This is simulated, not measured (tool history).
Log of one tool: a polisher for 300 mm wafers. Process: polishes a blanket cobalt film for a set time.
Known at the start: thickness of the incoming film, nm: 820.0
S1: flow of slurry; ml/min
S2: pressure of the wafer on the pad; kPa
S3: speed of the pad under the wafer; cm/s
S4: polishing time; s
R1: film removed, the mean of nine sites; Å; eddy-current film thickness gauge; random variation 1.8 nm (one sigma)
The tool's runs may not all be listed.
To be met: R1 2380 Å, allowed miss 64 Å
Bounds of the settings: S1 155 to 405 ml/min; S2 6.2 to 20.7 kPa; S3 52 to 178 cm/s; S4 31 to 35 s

run	hour	S1	S2	S3	S4	R1
1	0	260	13.1	114	35	1608.2
2	6.1	265	14.5	114	35	1787.4
3	13.5	235	14.5	114	35	1735.8
4	15.9	235	14.5	114	35	1764
5	20.1	235	14.5	88	35	1391.1
6	24.8	245	15.9	88	35	1503.5
7	29.4	245	17.2	92	35	1714.8
8	34.2	245	17.2	92	35	1682
9	37.9	245	17.9	96	35	1852.1
10	39.4	250	18.6	98	35	1981.1
11	40.9	255	19.3	98	35	2024.8

5 next moves are on the table. One of them brings every result within its allowed miss. Which?
A	42.4	330	20.7	112	35	?
B	42.4	290	15.9	128	35	?
C	42.4	275	19.3	92	33	?
D	42.4	270	20.7	106	35	?
E	42.4	155	18.6	136	34	?

move	R1
A	2541.4
B	2208.6
C	1825
D	2370.9
E	2515.9
A: takes the result that was furthest off past its target
B: nearer than the last run, and not there yet
C: further off than the last run
D: meets every target
E: takes the result that was furthest off past its target
The right move is D.

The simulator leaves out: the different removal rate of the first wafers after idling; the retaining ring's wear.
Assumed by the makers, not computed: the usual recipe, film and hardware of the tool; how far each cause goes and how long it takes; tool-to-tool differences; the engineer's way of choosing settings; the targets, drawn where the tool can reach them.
